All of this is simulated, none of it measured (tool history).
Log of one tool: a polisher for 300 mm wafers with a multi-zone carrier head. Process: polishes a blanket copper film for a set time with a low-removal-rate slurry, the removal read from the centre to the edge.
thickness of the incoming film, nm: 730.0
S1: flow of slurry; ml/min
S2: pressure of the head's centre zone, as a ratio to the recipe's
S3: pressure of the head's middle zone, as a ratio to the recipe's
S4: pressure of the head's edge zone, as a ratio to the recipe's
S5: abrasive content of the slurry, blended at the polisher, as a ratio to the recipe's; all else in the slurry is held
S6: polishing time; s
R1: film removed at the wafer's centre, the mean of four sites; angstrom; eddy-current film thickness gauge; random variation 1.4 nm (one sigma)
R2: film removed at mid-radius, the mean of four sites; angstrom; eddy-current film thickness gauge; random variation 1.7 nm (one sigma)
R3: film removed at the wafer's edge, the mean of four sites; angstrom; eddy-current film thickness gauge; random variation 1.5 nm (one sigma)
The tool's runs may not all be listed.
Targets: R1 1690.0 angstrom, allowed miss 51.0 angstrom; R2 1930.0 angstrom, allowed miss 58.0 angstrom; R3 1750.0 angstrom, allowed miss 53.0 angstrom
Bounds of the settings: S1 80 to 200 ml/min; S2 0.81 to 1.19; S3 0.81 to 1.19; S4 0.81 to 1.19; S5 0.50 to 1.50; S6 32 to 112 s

run 1 hour=0.0 | S1=130 S2=1.00 S3=1.00 S4=1.00 S5=1.00 S6=72 | R1=2012.4 R2=1967.4 R3=1920.3
run 2 hour=1.8 | S1=130 S2=1.00 S3=1.00 S4=0.95 S5=1.00 S6=72 | R1=2051.8 R2=1949.8 R3=1870.9
run 3 hour=7.0 | S1=125 S2=0.98 S3=1.01 S4=0.95 S5=1.00 S6=72 | R1=1969.9 R2=1976.5 R3=1888.5
run 4 hour=8.6 | S1=120 S2=0.97 S3=1.02 S4=0.94 S5=1.00 S6=72 | R1=1922.1 R2=1980.8 R3=1888.0
run 5 hour=15.9 | S1=120 S2=0.97 S3=1.02 S4=0.94 S5=1.15 S6=72 | R1=2027.6 R2=2069.9 R3=1925.4
run 6 hour=23.6 | S1=120 S2=0.93 S3=1.02 S4=0.94 S5=1.15 S6=72 | R1=1896.4 R2=2030.0 R3=1970.7
run 7 hour=30.9 | S1=115 S2=0.93 S3=1.03 S4=0.92 S5=1.10 S6=72 | R1=1876.5 R2=2015.1 R3=1876.7
run 8 hour=38.4 | S1=110 S2=0.92 S3=1.03 S4=0.91 S5=1.10 S6=72 | R1=1873.9 R2=2010.9 R3=1868.6
run 9 hour=46.0 | S1=90 S2=0.84 S3=1.04 S4=0.85 S5=0.95 S6=72 | R1=1517.6 R2=1822.3 R3=1642.1
run 10 hour=49.3 | S1=95 S2=0.85 S3=1.04 S4=0.85 S5=0.95 S6=72 | R1=1549.7 R2=1886.3 R3=1727.5
run 11 hour=57.1 | S1=95 S2=0.86 S3=1.04 S4=0.85 S5=0.95 S6=72 | R1=1569.5 R2=1857.8 R3=1654.7
run 12 hour=62.9 | S1=100 S2=0.86 S3=1.04 S4=0.85 S5=0.95 S6=72 | R1=1629.2 R2=1888.5 R3=1719.0
run 13 hour=71.2 | S1=100 S2=0.86 S3=1.04 S4=0.85 S5=0.95 S6=72 | R1=1579.1 R2=1880.2 R3=1708.1

5 next moves are on the table. One of them brings every result within its allowed miss. Which?
run A hour=79.5 | S1=90 S2=1.01 S3=1.19 S4=0.81 S5=1.10 S6=71 | R1=? R2=? R3=?
run B hour=79.5 | S1=100 S2=0.90 S3=1.07 S4=0.90 S5=0.90 S6=74 | R1=? R2=? R3=?
run C hour=79.5 | S1=80 S2=1.04 S3=1.14 S4=0.81 S5=1.00 S6=72 | R1=? R2=? R3=?
run D hour=79.5 | S1=115 S2=0.83 S3=0.97 S4=0.89 S5=0.85 S6=79 | R1=? R2=? R3=?
run E hour=79.5 | S1=125 S2=0.93 S3=0.89 S4=0.97 S5=1.10 S6=70 | R1=? R2=? R3=?

move=A R1=1895.2 R2=2100.0 R3=1687.9
move=B R1=1721.0 R2=1948.4 R3=1772.2
move=C R1=1844.0 R2=1923.9 R3=1627.2
move=D R1=1735.3 R2=1953.7 R3=1902.3
move=E R1=1894.6 R2=1765.2 R3=1904.9
A: takes the result that was furthest off past its target
B: meets every target
C: takes the result that was furthest off past its target
D: brings the result that was furthest off to its target, and leaves another outside
E: takes the result that was furthest off past its target
Move B is the one to make.
